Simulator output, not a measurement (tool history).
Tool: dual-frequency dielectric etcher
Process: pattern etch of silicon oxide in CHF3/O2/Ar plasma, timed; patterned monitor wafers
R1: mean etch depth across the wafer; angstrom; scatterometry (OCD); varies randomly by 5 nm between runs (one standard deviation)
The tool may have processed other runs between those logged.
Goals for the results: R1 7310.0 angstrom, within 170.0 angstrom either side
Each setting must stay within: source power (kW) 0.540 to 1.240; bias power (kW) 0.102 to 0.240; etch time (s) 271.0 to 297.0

Run 1, hour 0.0: source power (kW) 0.890, bias power (kW) 0.171, etch time (s) 297.0. Result: R1 5947.0 angstrom.
Run 2, hour 3.2: source power (kW) 0.980, bias power (kW) 0.182, etch time (s) 297.0. Result: R1 6358.9 angstrom.
Run 3, hour 8.3: source power (kW) 0.980, bias power (kW) 0.195, etch time (s) 297.0. Result: R1 6461.6 angstrom.
Run 4, hour 11.4: source power (kW) 0.980, bias power (kW) 0.176, etch time (s) 297.0. Result: R1 6233.1 angstrom.
Run 5, hour 14.3: source power (kW) 1.050, bias power (kW) 0.185, etch time (s) 297.0. Result: R1 6488.0 angstrom.
Run 6, hour 15.4: source power (kW) 1.050, bias power (kW) 0.185, etch time (s) 297.0. Result: R1 6618.7 angstrom.
At hour 18.6: wet clean of the chamber.
Run 7, hour 18.6: source power (kW) 1.100, bias power (kW) 0.187, etch time (s) 297.0. Result: R1 6886.2 angstrom.
Run 8, hour 27.2: source power (kW) 1.120, bias power (kW) 0.188, etch time (s) 297.0. Result: R1 6981.6 angstrom.
Run 9, hour 33.8: source power (kW) 1.140, bias power (kW) 0.189, etch time (s) 297.0. Result: R1 7012.7 angstrom.
Run 10, hour 40.8: source power (kW) 1.160, bias power (kW) 0.190, etch time (s) 297.0. Result: R1 7201.3 angstrom.
Run 11, hour 42.4: source power (kW) 1.160, bias power (kW) 0.190, etch time (s) 297.0. Result: R1 7111.1 angstrom.

Which of these 5 next moves meets every target?
Run A, hour 44.0: source power (kW) 1.240, bias power (kW) 0.189, etch time (s) 281.0. Result: R1 ?.
Run B, hour 44.0: source power (kW) 1.230, bias power (kW) 0.213, etch time (s) 287.5. Result: R1 ?.
Run C, hour 44.0: source power (kW) 1.140, bias power (kW) 0.192, etch time (s) 290.0. Result: R1 ?.
Run D, hour 44.0: source power (kW) 1.130, bias power (kW) 0.197, etch time (s) 293.0. Result: R1 ?.
Run E, hour 44.0: source power (kW) 1.090, bias power (kW) 0.204, etch time (s) 287.0. Result: R1 ?.

move      R1
   A  6969.8
   B  7310.3
   C  6955.1
   D  7042.2
   E  6844.9
A: the biggest miss grows against the last run
B: each result inside its tolerance
C: the biggest miss grows against the last run
D: the biggest miss grows against the last run
E: the biggest miss grows against the last run
B meets every target.
